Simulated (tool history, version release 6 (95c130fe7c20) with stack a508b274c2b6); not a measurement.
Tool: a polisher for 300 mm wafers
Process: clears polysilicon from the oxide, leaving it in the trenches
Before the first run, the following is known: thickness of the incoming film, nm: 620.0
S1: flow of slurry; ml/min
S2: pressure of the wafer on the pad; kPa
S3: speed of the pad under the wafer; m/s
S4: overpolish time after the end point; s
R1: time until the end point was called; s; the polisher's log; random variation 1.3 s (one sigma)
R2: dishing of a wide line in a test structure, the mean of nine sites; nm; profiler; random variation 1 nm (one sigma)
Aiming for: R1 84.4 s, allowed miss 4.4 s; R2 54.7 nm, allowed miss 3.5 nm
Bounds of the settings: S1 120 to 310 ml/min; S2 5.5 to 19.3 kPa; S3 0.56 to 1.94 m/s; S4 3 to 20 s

{"run": 1, "hour": 0.0, "S1": 200, "S2": 12.4, "S3": 1.24, "S4": 10, "R1": 53.034, "R2": 56.426}
{"run": 2, "hour": 3.2, "S1": 200, "S2": 12.4, "S3": 1.24, "S4": 12, "R1": 54.225, "R2": 62.296}
{"run": 3, "hour": 10.9, "S1": 200, "S2": 11.7, "S3": 1.24, "S4": 12, "R1": 56.918, "R2": 60.592}
{"run": 4, "hour": 18.9, "S1": 200, "S2": 11.7, "S3": 1.24, "S4": 14, "R1": 57.38, "R2": 64.113}
{"run": 5, "hour": 26.3, "S1": 200, "S2": 11, "S3": 1.24, "S4": 14, "R1": 61.643, "R2": 64.683}
{"run": 6, "hour": 27.8, "S1": 200, "S2": 10.3, "S3": 1.24, "S4": 14, "R1": 64.224, "R2": 62.811}
{"run": 7, "hour": 31.7, "S1": 200, "S2": 9.7, "S3": 1.24, "S4": 14, "R1": 68.721, "R2": 57.464}
{"run": 8, "hour": 33.1, "S1": 200, "S2": 9, "S3": 1.24, "S4": 14, "R1": 74.725, "R2": 57.501}

Exercise: of the 4 proposed moves below, exactly one satisfies all targets within the stated allowed misses. Which move is it?
{"run": "A", "hour": 34.5, "S1": 230, "S2": 9, "S3": 1.04, "S4": 14, "R1": "?", "R2": "?"}
{"run": "B", "hour": 34.5, "S1": 160, "S2": 11, "S3": 1.3, "S4": 13, "R1": "?", "R2": "?"}
{"run": "C", "hour": 34.5, "S1": 225, "S2": 10.3, "S3": 1.2, "S4": 10, "R1": "?", "R2": "?"}
{"run": "D", "hour": 34.5, "S1": 170, "S2": 9.7, "S3": 1.32, "S4": 10, "R1": "?", "R2": "?"}

move=A R1=86.876 R2=54.788
move=B R1=60.63 R2=62.716
move=C R1=66.109 R2=52.95
move=D R1=67.195 R2=52.475
A: all results land within tolerance of their targets
B: misses by more than the last run did
C: misses by more than the last run did
D: misses by more than the last run did
A meets every target.
